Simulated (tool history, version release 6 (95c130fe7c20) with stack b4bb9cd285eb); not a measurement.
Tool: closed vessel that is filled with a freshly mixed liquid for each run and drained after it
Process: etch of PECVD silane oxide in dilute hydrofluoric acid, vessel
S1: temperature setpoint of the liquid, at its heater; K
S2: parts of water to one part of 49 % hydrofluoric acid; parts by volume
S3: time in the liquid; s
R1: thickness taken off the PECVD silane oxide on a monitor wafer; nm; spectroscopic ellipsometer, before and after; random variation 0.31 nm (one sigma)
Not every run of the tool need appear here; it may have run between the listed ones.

{"run": 1, "hour": 0.0, "S1": 295.15, "S2": 60, "S3": 90, "R1": 26.78}
{"run": 2, "hour": 3.4, "S1": 295.15, "S2": 80, "S3": 90, "R1": 19.52}
{"run": 3, "hour": 11.1, "S1": 297.65, "S2": 65, "S3": 90, "R1": 26.991}
{"run": 4, "hour": 18.0, "S1": 299.15, "S2": 55, "S3": 90, "R1": 34.065}
{"run": 5, "hour": 21.5, "S1": 299.15, "S2": 55, "S3": 95, "R1": 36.201}
{"run": 6, "hour": 30.4, "S1": 298.15, "S2": 55, "S3": 95, "R1": 34.652}
{"run": 7, "hour": 37.3, "S1": 299.65, "S2": 50, "S3": 95, "R1": 41.252}

Run 8 comes next. What will it give?
{"run": 8, "hour": 38.9, "S1": 300.65, "S2": 50, "S3": 95, "R1": "?"}

R1: 42.411 nm

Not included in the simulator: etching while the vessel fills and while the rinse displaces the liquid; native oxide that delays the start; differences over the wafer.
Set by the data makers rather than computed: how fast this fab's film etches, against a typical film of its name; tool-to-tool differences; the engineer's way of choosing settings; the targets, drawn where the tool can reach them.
